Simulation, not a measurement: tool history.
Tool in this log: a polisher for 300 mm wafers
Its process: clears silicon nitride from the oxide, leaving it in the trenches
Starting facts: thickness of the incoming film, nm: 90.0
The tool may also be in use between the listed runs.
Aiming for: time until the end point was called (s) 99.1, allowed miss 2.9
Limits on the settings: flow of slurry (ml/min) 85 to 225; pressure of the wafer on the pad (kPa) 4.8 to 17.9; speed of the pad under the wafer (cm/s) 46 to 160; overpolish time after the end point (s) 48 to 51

run  hour  flow of slurry (ml/min)  pressure of the wafer on the pad (kPa)  speed of the pad under the wafer (cm/s)  overpolish time after the end point (s)  time until the end point was called (s)
  1     0                      145                                      11                                      102                                       48                                   152.02
  2   5.8                      145                                      11                                      102                                       51                                   153.04
  3   7.3                      125                                      11                                      102                                       51                                   157.02
  4    15                      125                                    13.1                                      102                                       51                                   132.08
  5  22.7                      125                                    15.9                                      102                                       51                                   110.02
  6  29.6                      125                                    15.9                                      102                                       51                                   110.56
  7  31.2                      130                                    15.9                                      102                                       51                                   109.44
  8  35.7                      135                                    15.9                                      102                                       51                                   108.86
  9  40.7                      140                                    15.9                                      102                                       51                                   107.83
 10  47.3                      145                                    15.9                                      102                                       51                                   107.29

5 next moves are on the table. One of them brings every result within its allowed miss. Which?
  A  53.9                      120                                    17.9                                      100                                       48                                        ?
  B  53.9                      170                                    15.9                                       98                                       51                                        ?
  C  53.9                      125                                    15.9                                      106                                       48                                        ?
  D  53.9                      130                                    15.2                                      108                                       50                                        ?
  E  53.9                      145                                    15.9                                      118                                       48                                        ?

move  time until the end point was called (s)
   A                                   99.785
   B                                   106.98
   C                                   105.31
   D                                   107.06
   E                                   91.918
A: every result within its allowed miss
B: as far off as the last run
C: closes in on the targets versus the last run, not all within tolerance yet
D: as far off as the last run
E: pushes the last run's worst result past its target
The move that meets every target is A.
